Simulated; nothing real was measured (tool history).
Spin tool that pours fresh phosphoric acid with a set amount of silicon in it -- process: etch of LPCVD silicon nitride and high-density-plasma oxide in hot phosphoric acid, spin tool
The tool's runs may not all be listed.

run	hour	temperature setpoint of the liquid (K)	silicon dissolved in the acid as it is poured (mg a litre)	time under the liquid (s)	thickness taken off the LPCVD silicon nitride on a monitor wafer (angstrom)	thickness taken off the high-density-plasma oxide on a monitor wafer (angstrom)
1	0.0	435.15	23.5	180	177.19	4.5791
2	2.6	435.15	23.5	255	250.70	5.8984
3	9.3	435.15	18.0	255	254.22	7.9507
4	14.5	433.65	18.0	255	240.19	6.7920
5	20.4	433.65	18.0	310	288.77	7.7339
6	21.0	433.15	23.5	305	284.42	7.4358
7	26.7	435.65	38.5	215	216.95	2.8578

Estimate the outcome of run 8 from the log above:
8	31.1	435.65	41.0	215	?	?

thickness taken off the LPCVD silicon nitride on a monitor wafer (angstrom): 216.43
thickness taken off the high-density-plasma oxide on a monitor wafer (angstrom): 3.0086

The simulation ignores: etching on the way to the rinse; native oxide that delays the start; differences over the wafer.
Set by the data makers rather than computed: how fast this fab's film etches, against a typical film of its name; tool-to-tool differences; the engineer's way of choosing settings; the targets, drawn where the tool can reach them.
